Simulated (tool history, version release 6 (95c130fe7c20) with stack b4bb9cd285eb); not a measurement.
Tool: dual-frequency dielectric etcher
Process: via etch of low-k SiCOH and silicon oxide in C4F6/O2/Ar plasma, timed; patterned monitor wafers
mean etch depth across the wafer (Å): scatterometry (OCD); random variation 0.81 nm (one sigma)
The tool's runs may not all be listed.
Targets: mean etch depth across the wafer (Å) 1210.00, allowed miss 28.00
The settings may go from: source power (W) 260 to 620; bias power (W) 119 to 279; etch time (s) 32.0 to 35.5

run,hour,source power (W),bias power (W),etch time (s),mean etch depth across the wafer (Å)
1,0.0,440,199,35.5,1119.80
2,4.5,440,164,35.5,1035.50
3,7.8,440,164,32.0,936.11
4,9.9,440,164,35.5,1043.90
5,13.4,460,166,35.5,1084.90
6,21.2,460,166,32.0,970.47
7,29.1,460,166,32.0,964.88
8,35.2,480,173,32.0,988.01
9,36.0,490,183,32.0,1025.40
10,43.2,500,189,32.0,1059.30
11,51.8,510,192,32.0,1059.90
# hour 58.9: wet clean of the chamber
12,58.9,600,232,34.0,1230.20
13,65.0,600,231,34.0,1239.80
14,67.5,600,231,34.0,1234.30

5 next moves are on the table. One of them brings every result within its allowed miss. Which?
A,70.0,590,204,35.0,?
B,70.0,620,236,34.0,?
C,70.0,580,269,34.5,?
D,70.0,620,230,34.5,?
E,70.0,580,231,32.0,?

move,mean etch depth across the wafer (Å)
A,1206.90
B,1259.30
C,1300.40
D,1266.50
E,1143.20
A: meets every target
B: further off than the last run
C: further off than the last run
D: further off than the last run
E: takes the result that was furthest off past its target
Move A is the one to make.
